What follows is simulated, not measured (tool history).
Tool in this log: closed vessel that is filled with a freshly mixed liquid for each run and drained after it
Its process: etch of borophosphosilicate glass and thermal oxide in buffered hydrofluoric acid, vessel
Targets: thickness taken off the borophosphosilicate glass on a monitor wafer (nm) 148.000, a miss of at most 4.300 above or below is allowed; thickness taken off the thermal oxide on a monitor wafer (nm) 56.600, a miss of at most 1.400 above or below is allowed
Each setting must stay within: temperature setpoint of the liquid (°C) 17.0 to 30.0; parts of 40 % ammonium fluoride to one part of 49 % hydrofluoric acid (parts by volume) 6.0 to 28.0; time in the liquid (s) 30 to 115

run	hour	temperature setpoint of the liquid (°C)	parts of 40 % ammonium fluoride to one part of 49 % hydrofluoric acid (parts by volume)	time in the liquid (s)	thickness taken off the borophosphosilicate glass on a monitor wafer (nm)	thickness taken off the thermal oxide on a monitor wafer (nm)
1	0.0	22.0	17.0	60	90.535	34.815
2	7.7	22.0	17.0	70	106.130	40.823
3	16.2	22.5	17.0	70	108.420	41.842
4	17.6	22.5	22.0	70	86.633	33.147
5	20.9	22.5	25.0	70	79.109	30.166
6	26.9	23.0	24.5	70	83.335	31.565
7	29.5	23.5	24.0	70	86.342	32.815
8	33.5	24.0	23.5	70	90.117	34.332
9	41.0	24.0	23.5	70	90.694	34.602
10	45.5	28.0	20.0	70	123.780	47.520
11	46.3	29.0	19.0	70	138.830	52.833

Next run, 4 choices. One meets every target within its allowed miss, the rest don't. Which?
A	47.1	30.0	28.0	80	?	?
B	47.1	30.0	20.5	70	?	?
C	47.1	28.5	21.5	85	?	?
D	47.1	30.0	28.0	85	?	?

move	thickness taken off the borophosphosilicate glass on a monitor wafer (nm)	thickness taken off the thermal oxide on a monitor wafer (nm)
A	124.260	48.413
B	134.610	52.410
C	146.190	56.889
D	132.020	51.439
A: misses by more than the last run did
B: misses by more than the last run did
C: every result lands within tolerance
D: misses by more than the last run did
Answer: C
